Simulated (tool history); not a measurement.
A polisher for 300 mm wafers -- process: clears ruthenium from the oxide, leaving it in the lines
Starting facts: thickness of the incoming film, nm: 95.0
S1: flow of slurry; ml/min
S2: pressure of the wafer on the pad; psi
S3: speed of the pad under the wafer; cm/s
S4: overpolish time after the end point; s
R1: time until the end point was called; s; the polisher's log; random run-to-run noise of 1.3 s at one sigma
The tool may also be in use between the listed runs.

run	hour	S1	S2	S3	S4	R1
1	0.0	130	1.9	98	6	119.640
2	5.3	130	2.1	100	6	108.530
3	6.1	130	2.1	100	6	112.280
4	9.5	130	2.5	100	6	91.873
5	13.6	130	2.6	100	6	87.104
6	20.6	130	2.6	100	6	89.034

Run 7, settings as shown, results not yet in. Your forecast:
7	21.3	130	2.7	100	6	?

R1: 85.230 s
